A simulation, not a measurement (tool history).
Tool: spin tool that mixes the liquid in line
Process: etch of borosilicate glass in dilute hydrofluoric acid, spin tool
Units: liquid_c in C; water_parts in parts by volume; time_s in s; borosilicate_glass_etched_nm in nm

{"run": 1, "hour": 0.0, "liquid_c": 24, "water_parts": 185, "time_s": 85, "borosilicate_glass_etched_nm": 6.8303}
{"run": 2, "hour": 7.2, "liquid_c": 21, "water_parts": 185, "time_s": 85, "borosilicate_glass_etched_nm": 6.0484}
{"run": 3, "hour": 10.2, "liquid_c": 21, "water_parts": 145, "time_s": 85, "borosilicate_glass_etched_nm": 8.132}
{"run": 4, "hour": 13.9, "liquid_c": 19.5, "water_parts": 145, "time_s": 85, "borosilicate_glass_etched_nm": 7.6892}
{"run": 5, "hour": 18.4, "liquid_c": 17.5, "water_parts": 145, "time_s": 85, "borosilicate_glass_etched_nm": 7.0649}
{"run": 6, "hour": 21.3, "liquid_c": 17.5, "water_parts": 155, "time_s": 85, "borosilicate_glass_etched_nm": 6.5252}
{"run": 7, "hour": 27.2, "liquid_c": 17.5, "water_parts": 165, "time_s": 85, "borosilicate_glass_etched_nm": 6.044}

Run 8 comes next. What will it give?
{"run": 8, "hour": 33.3, "liquid_c": 17.5, "water_parts": 170, "time_s": 85, "borosilicate_glass_etched_nm": "?"}

Run 8 gave borosilicate_glass_etched_nm 5.8371 nm.
